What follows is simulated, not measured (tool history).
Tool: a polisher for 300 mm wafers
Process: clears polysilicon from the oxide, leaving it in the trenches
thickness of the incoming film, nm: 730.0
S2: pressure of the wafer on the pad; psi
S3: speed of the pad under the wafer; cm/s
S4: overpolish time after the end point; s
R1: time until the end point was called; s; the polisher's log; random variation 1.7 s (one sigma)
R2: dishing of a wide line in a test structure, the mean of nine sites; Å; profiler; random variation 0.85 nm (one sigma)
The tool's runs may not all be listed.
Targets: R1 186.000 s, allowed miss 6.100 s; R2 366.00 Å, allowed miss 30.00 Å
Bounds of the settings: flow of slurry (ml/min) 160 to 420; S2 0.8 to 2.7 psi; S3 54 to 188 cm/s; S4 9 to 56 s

Run 1, hour 0.0: flow of slurry (ml/min) 270, S2 1.7 psi, S3 120 cm/s, S4 29 s. Result: R1 74.512 s, R2 488.92 Å.
Run 2, hour 7.0: flow of slurry (ml/min) 270, S2 1.7 psi, S3 120 cm/s, S4 36 s. Result: R1 73.603 s, R2 477.94 Å.
Run 3, hour 10.7: flow of slurry (ml/min) 270, S2 1.3 psi, S3 120 cm/s, S4 36 s. Result: R1 89.505 s, R2 484.23 Å.
Run 4, hour 15.9: flow of slurry (ml/min) 225, S2 1.3 psi, S3 120 cm/s, S4 36 s. Result: R1 91.627 s, R2 480.89 Å.
Run 5, hour 19.2: flow of slurry (ml/min) 225, S2 1.0 psi, S3 120 cm/s, S4 36 s. Result: R1 108.520 s, R2 471.18 Å.
Run 6, hour 22.9: flow of slurry (ml/min) 205, S2 0.9 psi, S3 106 cm/s, S4 34 s. Result: R1 129.540 s, R2 461.56 Å.
Run 7, hour 31.3: flow of slurry (ml/min) 190, S2 0.9 psi, S3 94 cm/s, S4 26 s. Result: R1 145.880 s, R2 432.49 Å.
Run 8, hour 39.5: flow of slurry (ml/min) 180, S2 0.9 psi, S3 86 cm/s, S4 21 s. Result: R1 157.730 s, R2 426.82 Å.
Run 9, hour 46.8: flow of slurry (ml/min) 175, S2 0.9 psi, S3 82 cm/s, S4 17 s. Result: R1 167.290 s, R2 386.74 Å.
Run 10, hour 52.5: flow of slurry (ml/min) 175, S2 0.9 psi, S3 80 cm/s, S4 15 s. Result: R1 172.410 s, R2 356.30 Å.
Run 11, hour 59.9: flow of slurry (ml/min) 175, S2 0.9 psi, S3 80 cm/s, S4 16 s. Result: R1 172.020 s, R2 374.53 Å.
Run 12, hour 68.8: flow of slurry (ml/min) 175, S2 0.9 psi, S3 80 cm/s, S4 15 s. Result: R1 172.860 s, R2 356.12 Å.
Run 13, hour 70.3: flow of slurry (ml/min) 175, S2 0.8 psi, S3 78 cm/s, S4 23 s. Result: R1 182.490 s, R2 418.34 Å.
Run 14, hour 71.9: flow of slurry (ml/min) 175, S2 0.8 psi, S3 76 cm/s, S4 12 s. Result: R1 191.150 s, R2 295.57 Å.
Run 15, hour 77.9: flow of slurry (ml/min) 175, S2 0.8 psi, S3 76 cm/s, S4 12 s. Result: R1 189.310 s, R2 305.22 Å.
Run 16, hour 84.1: flow of slurry (ml/min) 170, S2 0.8 psi, S3 76 cm/s, S4 13 s. Result: R1 191.580 s, R2 321.54 Å.
At hour 91.1: slurry nozzle cleaned.
Run 17, hour 91.1: flow of slurry (ml/min) 160, S2 0.9 psi, S3 76 cm/s, S4 27 s. Result: R1 174.990 s, R2 447.03 Å.

4 next moves are on the table. One of them brings every result within its allowed miss. Which?
Run A, hour 98.1: flow of slurry (ml/min) 265, S2 1.0 psi, S3 70 cm/s, S4 14 s. Result: R1 ?, R2 ?.
Run B, hour 98.1: flow of slurry (ml/min) 220, S2 0.8 psi, S3 88 cm/s, S4 16 s. Result: R1 ?, R2 ?.
Run C, hour 98.1: flow of slurry (ml/min) 180, S2 0.8 psi, S3 76 cm/s, S4 17 s. Result: R1 ?, R2 ?.
Run D, hour 98.1: flow of slurry (ml/min) 170, S2 0.9 psi, S3 80 cm/s, S4 31 s. Result: R1 ?, R2 ?.

move       R1      R2
   A  170.590  354.79
   B  161.720  385.07
   C  186.420  372.20
   D  166.630  457.47
A: brings the result that was furthest off to its target, and leaves another outside
B: brings the result that was furthest off to its target, and leaves another outside
C: meets every target
D: further off than the last run
The right move is C.

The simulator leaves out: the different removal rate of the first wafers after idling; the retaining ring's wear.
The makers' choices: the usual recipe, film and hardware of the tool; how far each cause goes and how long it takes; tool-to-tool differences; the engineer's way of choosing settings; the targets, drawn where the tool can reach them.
